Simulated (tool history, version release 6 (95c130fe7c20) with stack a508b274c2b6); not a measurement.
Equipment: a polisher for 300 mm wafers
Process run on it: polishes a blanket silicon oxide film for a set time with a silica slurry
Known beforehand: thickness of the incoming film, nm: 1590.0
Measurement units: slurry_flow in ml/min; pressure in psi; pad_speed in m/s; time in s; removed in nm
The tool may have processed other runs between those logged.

run,day,slurry_flow,pressure,pad_speed,slurry_solids,time,removed
1,0.000,135,4.0,0.92,1.0,55,147.40
2,0.242,135,3.2,0.92,1.0,55,118.98
3,0.396,135,3.2,1.14,1.0,55,141.00
4,0.704,135,3.1,1.14,1.0,55,136.17
5,0.992,135,3.0,1.14,1.0,55,133.00
6,1.175,135,2.9,1.14,1.0,55,129.96

What does the tool deliver on the next run?
7,1.221,135,2.8,1.14,1.0,55,?

removed: 123.97 nm
